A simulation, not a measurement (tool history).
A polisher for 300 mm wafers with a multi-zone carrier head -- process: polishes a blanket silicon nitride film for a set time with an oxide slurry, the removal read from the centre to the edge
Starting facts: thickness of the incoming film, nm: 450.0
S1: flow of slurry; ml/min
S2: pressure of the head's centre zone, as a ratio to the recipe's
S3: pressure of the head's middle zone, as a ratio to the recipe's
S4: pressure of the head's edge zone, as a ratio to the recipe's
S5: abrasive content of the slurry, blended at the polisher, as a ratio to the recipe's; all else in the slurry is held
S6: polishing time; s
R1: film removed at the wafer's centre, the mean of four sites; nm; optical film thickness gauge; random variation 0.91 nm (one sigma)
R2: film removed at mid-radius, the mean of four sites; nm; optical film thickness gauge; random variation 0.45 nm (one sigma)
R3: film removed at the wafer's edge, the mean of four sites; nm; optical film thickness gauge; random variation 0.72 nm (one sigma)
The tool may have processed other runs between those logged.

| run | hour | S1 | S2 | S3 | S4 | S5 | S6 | R1 | R2 | R3 |
|---|---|---|---|---|---|---|---|---|---|---|
| 1 | 0 | 220 | 1 | 1 | 1 | 1 | 65 | 77.574 | 75.006 | 75.037 |
| 2 | 5.3 | 210 | 0.99 | 0.96 | 1 | 0.95 | 65 | 73.149 | 70.61 | 72.288 |
| 3 | 6 | 205 | 1 | 0.93 | 1.02 | 0.9 | 65 | 70.905 | 66.115 | 69.8 |
| 4 | 9.5 | 200 | 1 | 0.9 | 1.04 | 0.9 | 65 | 70.603 | 63.307 | 69.141 |
| 5 | 14.9 | 175 | 1 | 0.9 | 1.04 | 0.9 | 65 | 68.673 | 62.076 | 67.899 |
| 6 | 22.3 | 195 | 1 | 0.9 | 1.04 | 0.9 | 65 | 69.114 | 63.877 | 69.497 |
| 7 | 27.6 | 185 | 1.01 | 0.88 | 1.06 | 0.9 | 65 | 70.159 | 62.105 | 71.008 |
| 8 | 31.9 | 175 | 1.01 | 0.86 | 1.06 | 0.9 | 65 | 68.984 | 60.76 | 68.984 |
| 9 | 40.7 | 170 | 1.01 | 0.85 | 1.07 | 0.9 | 65 | 67.484 | 59.975 | 70.037 |
| 10 | 42.5 | 165 | 1.01 | 0.84 | 1.07 | 0.9 | 65 | 69.421 | 58.068 | 68.602 |
| 11 | 49.6 | 150 | 0.94 | 0.81 | 1.05 | 0.85 | 65 | 59.448 | 53.987 | 64.327 |

Predict the results of run 12:
| 12 | 50.6 | 165 | 1 | 0.81 | 1.07 | 0.8 | 65 | ? | ? | ? |

{"run 12": {"R1": 62.151, "R2": 52.464, "R3": 62.735}}
